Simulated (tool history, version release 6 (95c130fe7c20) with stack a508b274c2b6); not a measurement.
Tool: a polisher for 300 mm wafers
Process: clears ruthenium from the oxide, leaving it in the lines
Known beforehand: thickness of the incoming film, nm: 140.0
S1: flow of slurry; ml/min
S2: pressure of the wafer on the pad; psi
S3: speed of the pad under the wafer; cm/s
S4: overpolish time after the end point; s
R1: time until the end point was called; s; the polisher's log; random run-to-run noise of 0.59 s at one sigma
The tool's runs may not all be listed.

run,hour,S1,S2,S3,S4,R1
1,0,255,2.8,104,28,76.857
2,3.1,260,3,104,28,71.968
3,8.1,260,3.5,104,28,65.348
4,10.7,260,3.1,104,28,71.873
5,18.5,260,3.7,104,28,61.128
6,23.9,260,4.2,104,28,55.39
7,25.1,260,4.1,104,28,55.995
8,31.8,260,4,104,28,57.562
9,34.8,260,3.9,104,28,58.992

Predict the results of run 10:
10,40.8,260,3.8,104,28,?

{"run 10": {"R1": 60.215}}
